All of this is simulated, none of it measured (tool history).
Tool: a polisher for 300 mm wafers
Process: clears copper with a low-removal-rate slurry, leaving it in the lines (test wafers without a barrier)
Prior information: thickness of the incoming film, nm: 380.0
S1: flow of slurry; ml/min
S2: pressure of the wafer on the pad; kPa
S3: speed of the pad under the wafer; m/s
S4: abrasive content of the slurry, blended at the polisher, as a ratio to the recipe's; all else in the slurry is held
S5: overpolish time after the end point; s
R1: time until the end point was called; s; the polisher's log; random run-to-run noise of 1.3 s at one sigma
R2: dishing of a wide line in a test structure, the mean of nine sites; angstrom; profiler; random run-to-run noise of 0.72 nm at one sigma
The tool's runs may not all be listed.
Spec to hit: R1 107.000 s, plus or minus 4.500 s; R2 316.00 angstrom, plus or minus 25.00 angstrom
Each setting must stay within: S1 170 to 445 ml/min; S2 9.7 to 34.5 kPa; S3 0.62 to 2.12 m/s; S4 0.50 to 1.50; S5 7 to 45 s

| run | hour | S1 | S2 | S3 | S4 | S5 | R1 | R2 |
|---|---|---|---|---|---|---|---|---|
| 1 | 0.0 | 285 | 22.1 | 1.36 | 1.00 | 23 | 97.401 | 444.82 |
| 2 | 7.0 | 285 | 22.1 | 1.56 | 1.00 | 23 | 87.726 | 480.04 |
| 3 | 10.7 | 285 | 26.2 | 1.56 | 1.00 | 23 | 74.028 | 497.41 |
| 4 | 17.2 | 285 | 30.3 | 1.56 | 1.00 | 23 | 63.416 | 556.23 |
| 5 | 18.4 | 285 | 26.2 | 1.54 | 1.00 | 19 | 76.135 | 469.95 |
| 6 | 23.7 | 285 | 29.6 | 1.54 | 1.00 | 19 | 64.963 | 517.88 |
| 7 | 27.5 | 285 | 25.5 | 1.52 | 1.00 | 15 | 78.395 | 402.50 |
| 8 | 31.8 | 285 | 23.4 | 1.50 | 1.00 | 14 | 84.615 | 346.46 |
| 9 | 38.1 | 285 | 21.4 | 1.48 | 1.00 | 15 | 95.089 | 334.40 |
| 10 | 45.7 | 285 | 20.7 | 1.48 | 1.00 | 15 | 98.048 | 332.63 |
| 11 | 46.7 | 285 | 20.0 | 1.48 | 1.00 | 15 | 100.510 | 332.56 |

5 candidate next runs follow, results not yet known. Just one meets every target within its allowed miss. Identify it.
| A | 47.7 | 270 | 20.0 | 1.64 | 1.00 | 15 | ? | ? |
| B | 47.7 | 275 | 22.1 | 1.48 | 0.95 | 14 | ? | ? |
| C | 47.7 | 220 | 24.1 | 1.16 | 1.10 | 15 | ? | ? |
| D | 47.7 | 260 | 21.4 | 1.44 | 1.25 | 18 | ? | ? |
| E | 47.7 | 255 | 14.5 | 1.82 | 0.90 | 13 | ? | ? |

| move | R1 | R2 |
|---|---|---|
| A | 92.130 | 341.68 |
| B | 92.785 | 325.93 |
| C | 105.560 | 313.63 |
| D | 92.505 | 386.47 |
| E | 118.230 | 251.55 |
A: misses by more than the last run did
B: misses by more than the last run did
C: meets every target
D: misses by more than the last run did
E: moves the result that the last run missed by most past its target, out the other side
Move C is the one to make.
